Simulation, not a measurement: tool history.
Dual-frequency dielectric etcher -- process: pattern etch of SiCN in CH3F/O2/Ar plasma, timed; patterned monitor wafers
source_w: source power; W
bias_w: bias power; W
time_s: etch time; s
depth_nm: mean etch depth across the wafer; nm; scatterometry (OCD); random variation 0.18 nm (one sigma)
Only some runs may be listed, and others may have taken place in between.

{"run": 1, "day": 0.0, "source_w": 550, "bias_w": 60, "time_s": 86, "depth_nm": 36.766}
{"run": 2, "day": 0.029, "source_w": 550, "bias_w": 60, "time_s": 79, "depth_nm": 33.645}
{"run": 3, "day": 0.321, "source_w": 550, "bias_w": 52, "time_s": 79, "depth_nm": 31.972}
{"run": 4, "day": 0.492, "source_w": 550, "bias_w": 62, "time_s": 79, "depth_nm": 34.068}
{"run": 5, "day": 0.512, "source_w": 590, "bias_w": 64, "time_s": 79.5, "depth_nm": 35.55}
{"run": 6, "day": 0.733, "source_w": 590, "bias_w": 64, "time_s": 79, "depth_nm": 35.679}
{"run": 7, "day": 0.921, "source_w": 620, "bias_w": 65, "time_s": 79, "depth_nm": 36.464}
{"run": 8, "day": 1.246, "source_w": 650, "bias_w": 66, "time_s": 79, "depth_nm": 37.698}
{"run": 9, "day": 1.583, "source_w": 670, "bias_w": 67, "time_s": 79, "depth_nm": 38.435}
{"run": 10, "day": 1.833, "source_w": 690, "bias_w": 67, "time_s": 79, "depth_nm": 39.12}

Run 11 comes next. What will it give?
{"run": 11, "day": 1.996, "source_w": 700, "bias_w": 67, "time_s": 79, "depth_nm": "?"}

depth_nm: 38.827 nm
